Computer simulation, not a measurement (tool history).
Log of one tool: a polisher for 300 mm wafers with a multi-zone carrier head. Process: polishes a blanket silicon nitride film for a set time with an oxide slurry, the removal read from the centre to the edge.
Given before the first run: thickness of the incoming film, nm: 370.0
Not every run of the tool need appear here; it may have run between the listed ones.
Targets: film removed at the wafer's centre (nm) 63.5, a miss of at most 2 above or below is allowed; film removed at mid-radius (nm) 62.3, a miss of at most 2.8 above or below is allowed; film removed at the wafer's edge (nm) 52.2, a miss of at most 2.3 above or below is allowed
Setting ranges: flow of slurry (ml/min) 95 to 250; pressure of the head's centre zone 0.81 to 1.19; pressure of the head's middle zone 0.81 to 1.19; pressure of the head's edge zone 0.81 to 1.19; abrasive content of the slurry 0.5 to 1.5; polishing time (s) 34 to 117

| run | hour | flow of slurry (ml/min) | pressure of the head's centre zone | pressure of the head's middle zone | pressure of the head's edge zone | abrasive content of the slurry | polishing time (s) | film removed at the wafer's centre (nm) | film removed at mid-radius (nm) | film removed at the wafer's edge (nm) |
|---|---|---|---|---|---|---|---|---|---|---|
| 1 | 0 | 160 | 1 | 1 | 1 | 1 | 75 | 50.949 | 51.026 | 48.498 |
| 2 | 7.5 | 160 | 1 | 0.96 | 1 | 1 | 75 | 50.719 | 49.405 | 49.334 |
| 3 | 13.9 | 160 | 1 | 0.96 | 1 | 0.9 | 75 | 48.977 | 46.23 | 48.365 |
| 4 | 16 | 160 | 1 | 0.96 | 1 | 0.9 | 59 | 38.972 | 37.555 | 37.093 |
| 5 | 20.8 | 190 | 1 | 0.96 | 1 | 0.9 | 59 | 39.439 | 37.875 | 38.273 |
| 6 | 24.6 | 190 | 1 | 0.92 | 1 | 0.9 | 59 | 39.475 | 37.249 | 37.766 |
| 7 | 26.3 | 195 | 1.03 | 0.95 | 1.01 | 1 | 60 | 43.642 | 40.29 | 41.542 |
| 8 | 33.2 | 195 | 1.03 | 0.95 | 1.01 | 1 | 60 | 42.811 | 39.379 | 40.411 |
| 9 | 38 | 235 | 1.13 | 1.05 | 1.01 | 1.25 | 62 | 55.79 | 51.669 | 47.514 |
| 10 | 45.9 | 235 | 1.14 | 1.07 | 1.01 | 1.3 | 62 | 56.996 | 53.355 | 47.508 |
| 11 | 48.7 | 235 | 1.14 | 1.08 | 1.02 | 1.35 | 62 | 57.999 | 54.123 | 48.145 |

Which of these 4 next moves meets every target?
| A | 51.5 | 245 | 1.14 | 1.15 | 1 | 1.45 | 66 | ? | ? | ? |
| B | 51.5 | 235 | 1.01 | 0.97 | 1.1 | 1.25 | 66 | ? | ? | ? |
| C | 51.5 | 245 | 1.12 | 0.89 | 1.03 | 1.35 | 69 | ? | ? | ? |
| D | 51.5 | 245 | 1.07 | 1.19 | 0.99 | 1.45 | 64 | ? | ? | ? |

| move | film removed at the wafer's centre (nm) | film removed at mid-radius (nm) | film removed at the wafer's edge (nm) |
|---|---|---|---|
| A | 63.017 | 62.967 | 52.676 |
| B | 52.513 | 51.403 | 52.269 |
| C | 62.991 | 51.686 | 54.665 |
| D | 57.346 | 62.914 | 50.806 |
A: each result inside its tolerance
B: lands further from the targets than the last run did
C: lands further from the targets than the last run did
D: corrects the largest miss of the last run, while another result sits out of spec
So the answer is move A, the one that meets all the targets.

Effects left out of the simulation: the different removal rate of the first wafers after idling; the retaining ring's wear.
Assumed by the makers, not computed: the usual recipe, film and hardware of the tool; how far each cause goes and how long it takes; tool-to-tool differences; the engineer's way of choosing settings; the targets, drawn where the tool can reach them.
